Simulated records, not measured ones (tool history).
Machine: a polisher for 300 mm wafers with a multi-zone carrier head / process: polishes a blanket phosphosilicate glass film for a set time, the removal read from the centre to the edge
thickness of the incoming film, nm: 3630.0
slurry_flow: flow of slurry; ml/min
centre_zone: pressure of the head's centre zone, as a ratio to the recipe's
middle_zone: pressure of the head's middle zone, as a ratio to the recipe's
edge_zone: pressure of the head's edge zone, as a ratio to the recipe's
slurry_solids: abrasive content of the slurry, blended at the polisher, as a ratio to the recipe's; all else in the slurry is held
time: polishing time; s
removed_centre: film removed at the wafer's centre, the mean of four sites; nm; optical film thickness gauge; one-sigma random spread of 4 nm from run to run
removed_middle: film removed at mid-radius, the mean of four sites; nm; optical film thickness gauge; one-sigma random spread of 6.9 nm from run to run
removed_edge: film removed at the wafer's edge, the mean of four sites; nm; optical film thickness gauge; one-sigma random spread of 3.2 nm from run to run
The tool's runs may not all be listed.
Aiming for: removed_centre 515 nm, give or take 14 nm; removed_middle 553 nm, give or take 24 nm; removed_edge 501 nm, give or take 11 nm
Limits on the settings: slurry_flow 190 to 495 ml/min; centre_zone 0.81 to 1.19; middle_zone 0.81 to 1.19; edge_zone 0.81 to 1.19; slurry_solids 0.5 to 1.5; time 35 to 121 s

run,hour,slurry_flow,centre_zone,middle_zone,edge_zone,slurry_solids,time,removed_centre,removed_middle,removed_edge
1,0,320,1,1,1,1,78,720.2,731.23,730.86
2,8.8,320,0.99,1,0.98,0.9,77,671.2,687.51,680.79
3,9.5,320,0.99,1,0.96,0.85,76,645.82,671.17,642.99
4,11.9,320,0.98,0.99,0.94,0.8,76,624.76,622.81,621.95
5,20.8,320,0.97,1,0.92,0.75,76,595.76,624.16,592.03
6,24.1,315,0.96,1,0.9,0.75,76,594.3,613.03,586.9
7,31.1,315,0.95,1,0.89,0.7,76,557.23,612.33,571.69
8,33.5,315,0.95,1,0.88,0.7,76,560.9,607.4,568.59
9,37.8,295,0.95,1,0.81,0.5,76,478.5,512.62,462.71
10,40.1,310,0.95,1,0.82,0.5,76,476.41,512.21,464.67
11,45.6,320,1.01,1.06,0.92,0.6,76,556.31,586.68,539.3
12,50.4,310,1.01,1.06,0.91,0.6,76,564.58,586.87,534.87
13,51.2,305,1,1.05,0.9,0.6,76,552.64,582.26,532.41
14,56.6,270,0.97,1.01,0.81,0.55,76,505.47,531.66,475.66
15,62.4,270,0.97,1.01,0.82,0.55,76,497.2,531.04,482.91

Exercise: of the 5 proposed moves below, exactly one satisfies all targets within the stated allowed misses. Which move is it?
A,68.2,270,0.98,1.05,0.87,0.6,74,?,?,?
B,68.2,360,0.92,0.99,0.81,0.55,73,?,?,?
C,68.2,275,0.91,0.93,0.88,0.5,81,?,?,?
D,68.2,325,1,1.05,0.82,0.85,59,?,?,?
E,68.2,235,0.99,0.89,0.88,0.7,67,?,?,?

move,removed_centre,removed_middle,removed_edge
A,516.41,547.96,511.9
B,471.6,508.47,478.89
C,479.33,499.76,515.42
D,505.01,523.98,474.87
E,499.21,463.43,496.72
A: in spec on every target
B: lands further from the targets than the last run did
C: carries the result that was furthest off beyond its target, to the other side
D: lands further from the targets than the last run did
E: meets the target for the result that was furthest off, but another lies outside its allowed miss
Go with A: it meets all targets.
